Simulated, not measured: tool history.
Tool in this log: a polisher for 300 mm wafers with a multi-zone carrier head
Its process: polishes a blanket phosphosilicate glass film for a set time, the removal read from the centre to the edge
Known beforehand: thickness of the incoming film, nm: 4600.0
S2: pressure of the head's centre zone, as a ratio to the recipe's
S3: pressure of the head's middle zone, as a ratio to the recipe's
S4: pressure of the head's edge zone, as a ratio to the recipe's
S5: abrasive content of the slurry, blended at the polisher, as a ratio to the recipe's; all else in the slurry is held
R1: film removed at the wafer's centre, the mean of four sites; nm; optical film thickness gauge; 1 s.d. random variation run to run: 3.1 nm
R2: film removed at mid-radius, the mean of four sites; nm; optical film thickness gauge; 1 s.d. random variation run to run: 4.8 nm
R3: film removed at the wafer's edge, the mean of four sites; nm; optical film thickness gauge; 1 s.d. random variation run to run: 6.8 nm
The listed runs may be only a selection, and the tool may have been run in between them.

{"run": 1, "hour": 0.0, "flow of slurry (ml/min)": 165, "S2": 1.0, "S3": 1.0, "S4": 1.0, "S5": 1.0, "polishing time (s)": 87, "R1": 650.79, "R2": 632.93, "R3": 663.82}
{"run": 2, "hour": 8.3, "flow of slurry (ml/min)": 165, "S2": 1.04, "S3": 1.0, "S4": 1.0, "S5": 1.0, "polishing time (s)": 87, "R1": 667.58, "R2": 641.27, "R3": 680.23}
{"run": 3, "hour": 12.7, "flow of slurry (ml/min)": 155, "S2": 0.99, "S3": 1.0, "S4": 0.99, "S5": 0.95, "polishing time (s)": 87, "R1": 617.56, "R2": 624.61, "R3": 648.7}
{"run": 4, "hour": 13.9, "flow of slurry (ml/min)": 155, "S2": 0.99, "S3": 1.0, "S4": 0.91, "S5": 0.95, "polishing time (s)": 87, "R1": 620.86, "R2": 620.91, "R3": 608.72}
{"run": 5, "hour": 14.6, "flow of slurry (ml/min)": 145, "S2": 0.95, "S3": 0.98, "S4": 0.9, "S5": 0.95, "polishing time (s)": 87, "R1": 594.46, "R2": 595.39, "R3": 620.47}
{"run": 6, "hour": 20.7, "flow of slurry (ml/min)": 140, "S2": 0.93, "S3": 0.99, "S4": 0.89, "S5": 0.9, "polishing time (s)": 87, "R1": 567.66, "R2": 592.91, "R3": 583.39}

What will run 7 give?
{"run": 7, "hour": 28.9, "flow of slurry (ml/min)": 135, "S2": 0.9, "S3": 0.98, "S4": 0.88, "S5": 0.9, "polishing time (s)": 87, "R1": "?", "R2": "?", "R3": "?"}

{"run 7": {"R1": 549.57, "R2": 585.24, "R3": 597.42}}
